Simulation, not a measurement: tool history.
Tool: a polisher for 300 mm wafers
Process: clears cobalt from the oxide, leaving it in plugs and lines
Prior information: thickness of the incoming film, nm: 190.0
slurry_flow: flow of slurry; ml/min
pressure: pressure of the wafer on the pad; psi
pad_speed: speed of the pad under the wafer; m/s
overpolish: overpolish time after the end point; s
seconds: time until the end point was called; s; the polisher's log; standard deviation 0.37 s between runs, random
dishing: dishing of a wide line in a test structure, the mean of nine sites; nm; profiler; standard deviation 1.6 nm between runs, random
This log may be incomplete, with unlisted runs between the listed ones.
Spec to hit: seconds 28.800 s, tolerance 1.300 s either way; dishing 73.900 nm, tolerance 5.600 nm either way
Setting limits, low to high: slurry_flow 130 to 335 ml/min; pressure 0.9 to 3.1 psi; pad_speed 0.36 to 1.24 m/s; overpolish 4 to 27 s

| run | hour | slurry_flow | pressure | pad_speed | overpolish | seconds | dishing |
|---|---|---|---|---|---|---|---|
| 1 | 0.0 | 215 | 2.0 | 0.80 | 14 | 46.721 | 42.656 |
| 2 | 5.9 | 215 | 2.0 | 0.64 | 14 | 56.062 | 34.829 |
| 3 | 9.4 | 195 | 2.0 | 0.64 | 14 | 56.059 | 34.864 |
| 4 | 13.6 | 195 | 2.0 | 0.54 | 14 | 68.354 | 30.382 |
| 5 | 17.6 | 195 | 2.1 | 0.56 | 14 | 61.431 | 33.761 |
| 6 | 19.6 | 195 | 2.1 | 0.76 | 14 | 46.257 | 42.499 |
| 7 | 24.9 | 195 | 2.2 | 0.76 | 14 | 44.216 | 43.635 |
| 8 | 31.8 | 195 | 2.3 | 0.76 | 14 | 41.748 | 44.829 |
| 9 | 38.4 | 195 | 2.4 | 0.76 | 14 | 40.944 | 43.365 |
| 10 | 42.2 | 195 | 2.4 | 0.78 | 15 | 40.303 | 49.259 |
| 11 | 45.1 | 195 | 2.5 | 0.78 | 15 | 37.911 | 50.391 |
| 12 | 51.4 | 195 | 2.6 | 0.78 | 15 | 35.872 | 52.000 |
|  | 59.7 | head pressure recalibrated |
| 13 | 59.7 | 195 | 3.1 | 0.80 | 19 | 32.623 | 65.270 |
| 14 | 63.4 | 195 | 3.1 | 0.86 | 19 | 29.714 | 65.781 |

5 next moves are on the table. One of them brings every result within its allowed miss. Which?
| A | 67.1 | 215 | 3.1 | 1.00 | 20 | ? | ? |
| B | 67.1 | 215 | 2.9 | 0.96 | 23 | ? | ? |
| C | 67.1 | 210 | 2.9 | 0.84 | 17 | ? | ? |
| D | 67.1 | 170 | 3.1 | 0.86 | 25 | ? | ? |
| E | 67.1 | 210 | 2.9 | 0.92 | 14 | ? | ? |

| move | seconds | dishing |
|---|---|---|
| A | 25.354 | 69.348 |
| B | 28.166 | 70.365 |
| C | 32.176 | 57.136 |
| D | 30.428 | 70.555 |
| E | 29.451 | 53.716 |
A: brings the result that was furthest off to its target, and leaves another outside
B: each result inside its tolerance
C: misses by more than the last run did
D: brings the result that was furthest off to its target, and leaves another outside
E: misses by more than the last run did
The move that meets every target is B.
